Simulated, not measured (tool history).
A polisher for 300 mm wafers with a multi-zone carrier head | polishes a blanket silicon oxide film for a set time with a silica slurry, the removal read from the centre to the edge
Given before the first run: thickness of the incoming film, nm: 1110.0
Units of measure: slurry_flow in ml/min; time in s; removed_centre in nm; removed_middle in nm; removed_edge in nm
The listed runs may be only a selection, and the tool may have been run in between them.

run  hour  slurry_flow  centre_zone  middle_zone  edge_zone  slurry_solids  time  removed_centre  removed_middle  removed_edge
  1     0          260            1            1          1              1    74          321.94          325.97        321.48
  2   1.8          260            1            1       0.97            0.9    74          309.05          309.63        302.07
  3  10.9          260         0.99            1       0.94           0.85    74          289.92          303.82        287.92
  4  18.3          260         0.99            1       0.97           0.85    74          295.11          302.28        296.54
  5  26.6          300         0.99            1       0.97           0.85    74           297.8          304.68        296.53
  6  28.1          300         0.94            1       0.97           0.85    74          287.54          300.23        297.07
  7  30.6          305         0.96         0.99       0.94            0.8    74          283.12          293.66         282.3
  8  34.5          305         0.96         0.98       0.92           0.75    74          277.64           280.8        274.42
  9  39.2          305         0.96         0.98        0.9            0.7    74          268.32          280.51        265.23
 10  45.2          305         0.97         0.97       0.88            0.7    74          270.06          274.98        264.14
 11  46.5          305         0.98         0.97       0.87           0.65    74          266.66          264.29        249.68

Run 12 has not been measured yet. What should we expect?
 12    49          305         0.98         0.97       0.87           0.65    74               ?               ?             ?

{"run 12": {"removed_centre": 263.5, "removed_middle": 265.21, "removed_edge": 251.56}}

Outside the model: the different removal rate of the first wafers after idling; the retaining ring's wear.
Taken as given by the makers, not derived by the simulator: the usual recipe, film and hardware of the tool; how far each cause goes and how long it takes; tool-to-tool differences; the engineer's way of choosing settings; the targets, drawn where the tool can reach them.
